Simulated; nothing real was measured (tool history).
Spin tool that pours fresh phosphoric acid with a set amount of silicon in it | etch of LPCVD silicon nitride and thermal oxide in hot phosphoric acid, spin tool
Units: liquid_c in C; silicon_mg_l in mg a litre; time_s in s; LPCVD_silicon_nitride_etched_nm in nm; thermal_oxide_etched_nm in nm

run	hour	liquid_c	silicon_mg_l	time_s	LPCVD_silicon_nitride_etched_nm	thermal_oxide_etched_nm
1	0	162	11.5	125	11.901	0.29178
2	1.9	163.5	11.5	125	12.704	0.32215
3	10.7	161.5	11.5	125	11.704	0.29404
4	19.7	161.5	11.5	100	9.3043	0.22618
5	21.7	162.5	12	105	10.154	0.2448
6	29.3	163	12	110	10.806	0.28071
7	32.7	163.5	13	115	11.477	0.28139
8	40	164	13	120	12.286	0.31128
9	44	164.5	13.5	125	13.099	0.3619

Run 10 comes next. What will it give?
10	44.7	164.5	15	130	?	?

{"run 10": {"LPCVD_silicon_nitride_etched_nm": 13.385, "thermal_oxide_etched_nm": 0.34095}}
